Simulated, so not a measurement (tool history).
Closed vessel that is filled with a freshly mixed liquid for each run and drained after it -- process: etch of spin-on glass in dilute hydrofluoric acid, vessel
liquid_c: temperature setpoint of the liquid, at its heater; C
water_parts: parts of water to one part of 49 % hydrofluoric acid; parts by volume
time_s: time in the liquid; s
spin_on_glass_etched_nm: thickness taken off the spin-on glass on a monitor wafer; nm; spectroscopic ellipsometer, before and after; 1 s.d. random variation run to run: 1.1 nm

run  hour  liquid_c  water_parts  time_s  spin_on_glass_etched_nm
  1   0.0      24.0          170     255                   33.570
  2   1.6      26.0          130     260                   49.995
  3   9.6      26.0          150     260                   43.235
  4  11.4      26.0          195     260                   31.227
  5  13.5      26.0          195     275                   32.900
  6  20.1      27.5          150     275                   47.613
  7  21.0      29.0          120     275                   65.684
  8  27.4      30.0           95     275                   89.059
  9  30.9      30.5           85     275                  102.360
 10  37.8      31.0           80     275                  111.570
 11  41.9      31.0           80     275                  110.880
 12  47.8      31.5           75     275                  122.810

Forecast run 13:
 13  52.2      32.0           60     275                        ?

spin_on_glass_etched_nm: 159.230 nm

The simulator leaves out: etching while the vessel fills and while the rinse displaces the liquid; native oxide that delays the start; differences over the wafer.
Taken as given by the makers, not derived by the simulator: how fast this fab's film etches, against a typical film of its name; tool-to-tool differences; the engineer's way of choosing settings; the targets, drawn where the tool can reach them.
